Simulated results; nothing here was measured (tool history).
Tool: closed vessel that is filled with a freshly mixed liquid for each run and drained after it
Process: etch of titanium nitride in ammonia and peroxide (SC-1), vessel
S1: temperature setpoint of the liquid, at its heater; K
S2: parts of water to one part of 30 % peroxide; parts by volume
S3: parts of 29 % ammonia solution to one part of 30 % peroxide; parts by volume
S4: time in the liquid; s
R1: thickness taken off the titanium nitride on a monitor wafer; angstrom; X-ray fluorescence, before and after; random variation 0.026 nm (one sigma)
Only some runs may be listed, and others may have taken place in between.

| run | hour | S1 | S2 | S3 | S4 | R1 |
|---|---|---|---|---|---|---|
| 1 | 0 | 330.15 | 14.5 | 0.45 | 110 | 81.793 |
| 2 | 3.8 | 330.15 | 14.5 | 0.4 | 110 | 79.898 |
| 3 | 12.5 | 330.15 | 18 | 0.4 | 110 | 70.609 |
| 4 | 18.8 | 330.15 | 18 | 0.5 | 110 | 72.525 |
| 5 | 25.8 | 329.15 | 18 | 0.5 | 110 | 69.099 |
| 6 | 30.1 | 328.15 | 18 | 0.5 | 110 | 64.809 |
| 7 | 32.9 | 327.15 | 18 | 0.5 | 110 | 59.866 |
| 8 | 38.3 | 326.65 | 18 | 0.5 | 110 | 57.954 |

Run 9, settings as shown, results not yet in. Your forecast:
| 9 | 41.3 | 326.15 | 18 | 0.5 | 110 | ? |

Logged for run 9: R1 56.197 angstrom.
